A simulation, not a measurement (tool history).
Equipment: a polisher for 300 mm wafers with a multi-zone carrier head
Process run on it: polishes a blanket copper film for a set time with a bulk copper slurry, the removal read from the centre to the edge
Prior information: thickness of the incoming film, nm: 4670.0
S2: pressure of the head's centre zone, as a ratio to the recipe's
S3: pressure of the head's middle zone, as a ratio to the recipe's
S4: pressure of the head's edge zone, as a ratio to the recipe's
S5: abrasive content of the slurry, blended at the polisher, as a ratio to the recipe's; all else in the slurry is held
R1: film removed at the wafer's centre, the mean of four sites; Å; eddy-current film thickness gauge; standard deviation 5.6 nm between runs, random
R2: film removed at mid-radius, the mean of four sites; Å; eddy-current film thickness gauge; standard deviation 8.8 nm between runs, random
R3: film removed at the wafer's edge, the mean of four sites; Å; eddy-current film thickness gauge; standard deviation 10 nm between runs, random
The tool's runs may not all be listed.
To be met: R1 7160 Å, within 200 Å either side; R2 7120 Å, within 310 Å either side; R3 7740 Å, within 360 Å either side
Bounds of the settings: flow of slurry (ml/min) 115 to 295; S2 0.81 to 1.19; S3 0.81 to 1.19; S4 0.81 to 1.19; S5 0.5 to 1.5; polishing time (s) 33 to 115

run 1 day=0 | flow_of_slurry_(ml/min)=190 S2=1 S3=1 S4=1 S5=1 polishing_time_(s)=73 | R1=5655.5 R2=5524.6 R3=5471.8
run 2 day=0.217 | flow_of_slurry_(ml/min)=190 S2=1 S3=1 S4=1.02 S5=1.05 polishing_time_(s)=74 | R1=5656.2 R2=5703.6 R3=5629.5
run 3 day=0.329 | flow_of_slurry_(ml/min)=190 S2=1.01 S3=0.99 S4=1.03 S5=1.1 polishing_time_(s)=75 | R1=5867.1 R2=5706.8 R3=5747
run 4 day=0.446 | flow_of_slurry_(ml/min)=190 S2=1.01 S3=0.99 S4=1.04 S5=1.15 polishing_time_(s)=76 | R1=6005.2 R2=5839.2 R3=5997.9
run 5 day=0.721 | flow_of_slurry_(ml/min)=195 S2=1.01 S3=0.99 S4=1.05 S5=1.2 polishing_time_(s)=77 | R1=6200.9 R2=5972 R3=6181.6
run 6 day=0.892 | flow_of_slurry_(ml/min)=195 S2=1.01 S3=0.99 S4=1.05 S5=1.2 polishing_time_(s)=67 | R1=5324.9 R2=5223.2 R3=5391.3
run 7 day=1.138 | flow_of_slurry_(ml/min)=195 S2=1.01 S3=0.99 S4=1.06 S5=1.25 polishing_time_(s)=69 | R1=5579.9 R2=5506.3 R3=5785.8
run 8 day=1.479 | flow_of_slurry_(ml/min)=220 S2=1.07 S3=1.06 S4=1.16 S5=1.5 polishing_time_(s)=77 | R1=7013.9 R2=6677 R3=6855.2
run 9 day=1.742 | flow_of_slurry_(ml/min)=220 S2=1.06 S3=1.06 S4=1.16 S5=1.5 polishing_time_(s)=78 | R1=7049.5 R2=6826.7 R3=6940.5

Pick the move, out of 4, that brings all results within their allowed miss; only one does.
run A day=2.004 | flow_of_slurry_(ml/min)=275 S2=0.99 S3=0.98 S4=1.19 S5=1.35 polishing_time_(s)=85 | R1=? R2=? R3=?
run B day=2.004 | flow_of_slurry_(ml/min)=250 S2=1.16 S3=1.19 S4=0.99 S5=1.5 polishing_time_(s)=75 | R1=? R2=? R3=?
run C day=2.004 | flow_of_slurry_(ml/min)=205 S2=1.1 S3=1.19 S4=1.1 S5=1.4 polishing_time_(s)=76 | R1=? R2=? R3=?
run D day=2.004 | flow_of_slurry_(ml/min)=185 S2=0.94 S3=0.81 S4=1.19 S5=1.5 polishing_time_(s)=90 | R1=? R2=? R3=?

move=A R1=7219.7 R2=7033.2 R3=7647.1
move=B R1=7355 R2=7043.5 R3=6224.2
move=C R1=6821 R2=6853.6 R3=6420.5
move=D R1=7051.4 R2=6502.3 R3=7966.1
A: every result within its allowed miss
B: the biggest miss grows against the last run
C: the biggest miss grows against the last run
D: the furthest-off result lands on target, but another misses its tolerance
A is the move that brings every result within its allowed miss.
